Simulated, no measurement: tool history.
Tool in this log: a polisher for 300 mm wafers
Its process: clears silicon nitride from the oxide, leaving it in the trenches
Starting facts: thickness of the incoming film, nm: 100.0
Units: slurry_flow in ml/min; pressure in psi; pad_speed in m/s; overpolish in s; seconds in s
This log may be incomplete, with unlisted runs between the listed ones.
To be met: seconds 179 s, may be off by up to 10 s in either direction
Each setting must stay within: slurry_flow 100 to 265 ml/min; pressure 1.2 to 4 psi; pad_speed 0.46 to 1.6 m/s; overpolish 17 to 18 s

run  hour  slurry_flow  pressure  pad_speed  overpolish  seconds
  1     0          170       2.6       1.02          17    102.7
  2   2.1          170       2.6       0.82          17   131.15
  3   7.7          170       2.9       0.82          17   118.65
  4  16.3          170       2.6        0.8          17   134.78
  5  21.9          170       2.4        0.8          17   143.69
  6  24.4          170       2.3        0.8          17   149.42
  7  26.4          170       2.2        0.8          17   152.36
  8  31.3          170       2.2        0.8          17   151.97
  9  35.8          170       2.1        0.8          17   161.06
 10  41.3          170         2        0.8          17   168.06

Which single option among these 4 for the next run brings every result within its allowed miss of target? Just one does.
  A  46.8          170       2.1        0.7          17        ?
  B  46.8          190       2.4        0.7          18        ?
  C  46.8          130       1.2       0.98          17        ?
  D  46.8          230       1.7       0.72          18        ?

move  seconds
   A   181.22
   B   160.81
   C   205.61
   D   202.86
A: hits every target within its allowed miss
B: moves away from the targets compared with the last run
C: carries the result that was furthest off beyond its target, to the other side
D: carries the result that was furthest off beyond its target, to the other side
A is the move that brings every result within its allowed miss.
